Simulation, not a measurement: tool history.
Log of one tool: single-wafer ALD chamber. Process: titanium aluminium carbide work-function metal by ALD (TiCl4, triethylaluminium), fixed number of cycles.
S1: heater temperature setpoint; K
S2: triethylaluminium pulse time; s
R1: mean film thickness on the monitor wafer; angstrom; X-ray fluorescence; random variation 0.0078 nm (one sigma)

run 1 day=0.000 | S1=573.15 S2=7.72 | R1=20.390
run 2 day=0.138 | S1=580.15 S2=7.72 | R1=20.794
run 3 day=0.304 | S1=580.15 S2=6.65 | R1=20.462
run 4 day=0.538 | S1=573.15 S2=5.52 | R1=19.200
run 5 day=0.792 | S1=569.15 S2=4.95 | R1=18.203
run 6 day=1.012 | S1=569.15 S2=2.86 | R1=15.491

Run 7 comes next. What will it give?
run 7 day=1.075 | S1=570.15 S2=3.30 | R1=?

R1: 16.325 angstrom
